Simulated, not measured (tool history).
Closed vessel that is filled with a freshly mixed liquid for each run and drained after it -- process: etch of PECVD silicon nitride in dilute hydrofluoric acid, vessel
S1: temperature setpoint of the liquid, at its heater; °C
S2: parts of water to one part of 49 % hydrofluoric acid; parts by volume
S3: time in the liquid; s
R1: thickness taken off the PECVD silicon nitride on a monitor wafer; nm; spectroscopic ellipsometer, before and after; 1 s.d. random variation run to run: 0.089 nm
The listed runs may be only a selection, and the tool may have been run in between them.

run,day,S1,S2,S3,R1
1,0.000,26.0,65,265,8.1491
2,0.300,26.0,85,265,6.1759
3,0.329,26.0,85,285,6.7010
4,0.400,27.5,85,285,7.4505
5,0.579,27.5,85,265,6.8748
6,0.775,27.5,100,265,5.8078

Predict the results of run 7:
7,0.971,29.5,100,265,?

R1: 6.7335 nm
